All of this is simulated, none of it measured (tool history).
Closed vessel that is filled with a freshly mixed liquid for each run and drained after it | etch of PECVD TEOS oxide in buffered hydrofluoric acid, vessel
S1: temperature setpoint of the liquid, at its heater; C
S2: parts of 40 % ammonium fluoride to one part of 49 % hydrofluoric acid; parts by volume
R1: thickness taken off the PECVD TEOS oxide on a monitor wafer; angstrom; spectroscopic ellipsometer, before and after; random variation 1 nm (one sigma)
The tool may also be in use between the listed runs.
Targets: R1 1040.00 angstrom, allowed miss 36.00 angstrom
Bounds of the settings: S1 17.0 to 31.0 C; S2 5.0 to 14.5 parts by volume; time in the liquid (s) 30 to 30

run 1 day=0.000 | S1=23.0 S2=9.0 time_in_the_liquid_(s)=30 | R1=487.21
run 2 day=0.108 | S1=23.0 S2=9.0 time_in_the_liquid_(s)=30 | R1=490.99
run 3 day=0.462 | S1=25.5 S2=8.0 time_in_the_liquid_(s)=30 | R1=630.03
run 4 day=0.696 | S1=28.5 S2=8.0 time_in_the_liquid_(s)=30 | R1=737.37
run 5 day=0.833 | S1=28.5 S2=9.5 time_in_the_liquid_(s)=30 | R1=637.90
run 6 day=1.092 | S1=28.5 S2=7.5 time_in_the_liquid_(s)=30 | R1=793.06
run 7 day=1.442 | S1=29.5 S2=7.0 time_in_the_liquid_(s)=30 | R1=905.34
run 8 day=1.517 | S1=30.0 S2=7.0 time_in_the_liquid_(s)=30 | R1=929.47

4 next moves are on the table. One of them brings every result within its allowed miss. Which?
run A day=1.592 | S1=30.5 S2=6.0 time_in_the_liquid_(s)=30 | R1=?
run B day=1.592 | S1=30.5 S2=7.5 time_in_the_liquid_(s)=30 | R1=?
run C day=1.592 | S1=28.0 S2=5.5 time_in_the_liquid_(s)=30 | R1=?
run D day=1.592 | S1=30.5 S2=7.0 time_in_the_liquid_(s)=30 | R1=?

move=A R1=1113.30
move=B R1=904.55
move=C R1=1050.80
move=D R1=974.36
A: takes the result that was furthest off past its target
B: further off than the last run
C: meets every target
D: nearer than the last run, and not there yet
Answer: C
